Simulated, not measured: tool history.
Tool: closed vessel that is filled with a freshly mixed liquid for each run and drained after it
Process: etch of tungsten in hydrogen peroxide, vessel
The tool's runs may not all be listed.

run  hour  temperature setpoint of the liquid (°C)  concentration of hydrogen peroxide in the mixed liquid (% by weight)  time in the liquid (s)  thickness taken off the tungsten on a monitor wafer (nm)
  1     0                                       55                                                                    16                      95                                                     341.8
  2   8.3                                       55                                                                    16                     105                                                    377.31
  3    17                                     53.5                                                                    16                     105                                                    348.38
  4  20.5                                     53.5                                                                    19                     105                                                    377.25
  5  28.9                                       52                                                                    19                     105                                                    346.07
  6  37.8                                     54.5                                                                    19                     105                                                    402.53
  7  43.5                                       53                                                                    19                     105                                                    365.93
  8  44.7                                     51.5                                                                    19                     105                                                    337.61
  9  52.2                                       50                                                                    19                     105                                                    305.52

The next listed run, before its measurement:
 10  54.7                                       49                                                                    19                     105                                                         ?

Run 10 gave thickness taken off the tungsten on a monitor wafer (nm) 287.9.
